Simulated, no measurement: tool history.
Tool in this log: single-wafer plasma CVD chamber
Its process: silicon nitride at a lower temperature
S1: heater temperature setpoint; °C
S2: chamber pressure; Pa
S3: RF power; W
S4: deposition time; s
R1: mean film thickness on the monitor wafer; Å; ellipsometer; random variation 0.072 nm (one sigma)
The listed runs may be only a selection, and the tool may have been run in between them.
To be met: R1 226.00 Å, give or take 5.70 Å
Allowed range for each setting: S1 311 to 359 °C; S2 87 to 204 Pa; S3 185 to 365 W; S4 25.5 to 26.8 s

| run | hour | S1 | S2 | S3 | S4 | R1 |
|---|---|---|---|---|---|---|
| 1 | 0.0 | 335 | 145 | 275 | 26.8 | 260.61 |
| 2 | 8.0 | 335 | 145 | 305 | 26.8 | 285.10 |
| 3 | 11.0 | 335 | 145 | 345 | 26.8 | 312.49 |
| 4 | 18.9 | 335 | 133 | 320 | 26.4 | 285.07 |
| 5 | 23.7 | 335 | 107 | 320 | 26.4 | 272.01 |
| 6 | 29.8 | 335 | 107 | 320 | 25.5 | 262.56 |
| 7 | 35.8 | 335 | 101 | 305 | 25.5 | 248.08 |
| 8 | 42.7 | 335 | 97 | 300 | 25.5 | 244.13 |
| 9 | 45.6 | 335 | 95 | 295 | 25.5 | 238.22 |
|  | 50.7 | thermocouple changed; heater temperature recalibrated |
| 10 | 50.7 | 335 | 92 | 290 | 25.5 | 234.95 |

Of the 5 settings listed for the next run, only one would bring every result within its allowed miss of target. Which one?
| A | 55.8 | 346 | 89 | 295 | 25.7 | ? |
| B | 55.8 | 342 | 91 | 315 | 25.5 | ? |
| C | 55.8 | 331 | 97 | 280 | 26.8 | ? |
| D | 55.8 | 339 | 91 | 295 | 25.9 | ? |
| E | 55.8 | 340 | 92 | 280 | 25.5 | ? |

| move | R1 |
|---|---|
| A | 238.11 |
| B | 250.57 |
| C | 242.97 |
| D | 241.27 |
| E | 227.74 |
A: misses by more than the last run did
B: misses by more than the last run did
C: misses by more than the last run did
D: misses by more than the last run did
E: in spec on every target
The move that meets every target is E.
